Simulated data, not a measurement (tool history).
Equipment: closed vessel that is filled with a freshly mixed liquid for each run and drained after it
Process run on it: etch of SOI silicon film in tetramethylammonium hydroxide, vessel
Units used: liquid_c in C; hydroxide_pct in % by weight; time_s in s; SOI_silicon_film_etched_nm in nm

run 1 day=0.000 | liquid_c=72.0 hydroxide_pct=14.5 time_s=95 | SOI_silicon_film_etched_nm=644.63
run 2 day=0.150 | liquid_c=72.0 hydroxide_pct=14.5 time_s=95 | SOI_silicon_film_etched_nm=647.65
run 3 day=0.279 | liquid_c=72.0 hydroxide_pct=14.5 time_s=100 | SOI_silicon_film_etched_nm=684.89
run 4 day=0.504 | liquid_c=76.5 hydroxide_pct=14.5 time_s=100 | SOI_silicon_film_etched_nm=894.71
run 5 day=0.717 | liquid_c=76.5 hydroxide_pct=14.5 time_s=100 | SOI_silicon_film_etched_nm=881.44
-- day=0.954 thermometer replaced
run 6 day=0.954 | liquid_c=72.0 hydroxide_pct=14.5 time_s=100 | SOI_silicon_film_etched_nm=738.13
run 7 day=1.171 | liquid_c=73.0 hydroxide_pct=14.5 time_s=100 | SOI_silicon_film_etched_nm=770.76

Run 8, settings as shown, results not yet in. Your forecast:
run 8 day=1.354 | liquid_c=73.0 hydroxide_pct=14.5 time_s=100 | SOI_silicon_film_etched_nm=?

SOI_silicon_film_etched_nm: 766.72 nm
